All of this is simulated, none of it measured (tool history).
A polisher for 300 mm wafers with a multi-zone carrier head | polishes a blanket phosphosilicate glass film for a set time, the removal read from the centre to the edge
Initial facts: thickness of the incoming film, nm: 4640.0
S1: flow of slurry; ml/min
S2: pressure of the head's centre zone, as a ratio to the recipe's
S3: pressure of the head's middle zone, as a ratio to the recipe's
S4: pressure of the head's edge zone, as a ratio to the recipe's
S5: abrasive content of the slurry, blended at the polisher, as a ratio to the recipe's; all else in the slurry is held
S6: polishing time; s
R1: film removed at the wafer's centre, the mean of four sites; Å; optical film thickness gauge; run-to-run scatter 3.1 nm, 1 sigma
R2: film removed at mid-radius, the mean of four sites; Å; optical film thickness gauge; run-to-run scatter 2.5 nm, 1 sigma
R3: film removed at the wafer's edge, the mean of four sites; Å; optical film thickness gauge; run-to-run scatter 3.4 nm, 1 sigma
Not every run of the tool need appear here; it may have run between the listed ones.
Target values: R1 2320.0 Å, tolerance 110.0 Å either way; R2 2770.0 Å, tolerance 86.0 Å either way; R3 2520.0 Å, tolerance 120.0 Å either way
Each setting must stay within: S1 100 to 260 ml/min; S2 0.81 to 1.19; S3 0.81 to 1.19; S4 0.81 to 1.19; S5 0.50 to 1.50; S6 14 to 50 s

Run 1, hour 0.0: S1 165 ml/min, S2 1.00, S3 1.00, S4 1.00, S5 1.00, S6 32 s. Result: R1 2238.3 Å, R2 2227.5 Å, R3 2212.3 Å.
Run 2, hour 1.2: S1 165 ml/min, S2 1.00, S3 1.00, S4 1.06, S5 1.00, S6 32 s. Result: R1 2262.0 Å, R2 2191.4 Å, R3 2282.3 Å.
Run 3, hour 9.8: S1 165 ml/min, S2 1.00, S3 1.00, S4 1.00, S5 1.00, S6 32 s. Result: R1 2233.0 Å, R2 2204.2 Å, R3 2223.1 Å.
Run 4, hour 16.2: S1 170 ml/min, S2 0.99, S3 1.02, S4 1.01, S5 1.00, S6 32 s. Result: R1 2261.1 Å, R2 2246.5 Å, R3 2197.3 Å.
Run 5, hour 24.4: S1 170 ml/min, S2 0.99, S3 1.02, S4 1.01, S5 0.90, S6 32 s. Result: R1 2109.7 Å, R2 2164.6 Å, R3 2136.0 Å.
Run 6, hour 27.1: S1 170 ml/min, S2 0.99, S3 1.02, S4 1.01, S5 0.75, S6 32 s. Result: R1 1847.5 Å, R2 1916.4 Å, R3 1847.6 Å.
Run 7, hour 30.7: S1 175 ml/min, S2 0.98, S3 1.04, S4 1.02, S5 0.80, S6 32 s. Result: R1 1979.5 Å, R2 2031.6 Å, R3 1957.0 Å.
Run 8, hour 32.1: S1 175 ml/min, S2 0.96, S3 1.06, S4 1.02, S5 0.85, S6 32 s. Result: R1 1969.2 Å, R2 2136.7 Å, R3 2095.3 Å.
Run 9, hour 34.5: S1 180 ml/min, S2 0.96, S3 1.08, S4 1.02, S5 0.85, S6 32 s. Result: R1 1987.0 Å, R2 2198.9 Å, R3 2064.0 Å.
Run 10, hour 40.1: S1 185 ml/min, S2 0.96, S3 1.09, S4 1.03, S5 0.85, S6 32 s. Result: R1 2019.8 Å, R2 2227.8 Å, R3 2066.8 Å.

5 next moves are on the table. One of them brings every result within its allowed miss. Which?
Run A, hour 45.7: S1 230 ml/min, S2 1.19, S3 0.97, S4 1.00, S5 0.65, S6 28 s. Result: R1 ?, R2 ?, R3 ?.
Run B, hour 45.7: S1 160 ml/min, S2 0.83, S3 1.12, S4 1.03, S5 1.05, S6 38 s. Result: R1 ?, R2 ?, R3 ?.
Run C, hour 45.7: S1 205 ml/min, S2 0.96, S3 1.19, S4 1.15, S5 1.10, S6 32 s. Result: R1 ?, R2 ?, R3 ?.
Run D, hour 45.7: S1 150 ml/min, S2 1.02, S3 0.81, S4 1.13, S5 0.95, S6 28 s. Result: R1 ?, R2 ?, R3 ?.
Run E, hour 45.7: S1 120 ml/min, S2 0.81, S3 1.13, S4 1.13, S5 1.05, S6 39 s. Result: R1 ?, R2 ?, R3 ?.

move      R1      R2      R3
   A  1837.1  1502.4  1515.1
   B  2224.1  2958.3  2726.3
   C  2331.1  2796.2  2560.0
   D  1877.5  1574.6  1978.8
   E  2064.1  2859.1  2791.3
A: its largest miss is bigger than the last run's
B: takes the biggest miss from the last run beyond its target
C: each result inside its tolerance
D: its largest miss is bigger than the last run's
E: takes the biggest miss from the last run beyond its target
Correct choice: C, which meets every target
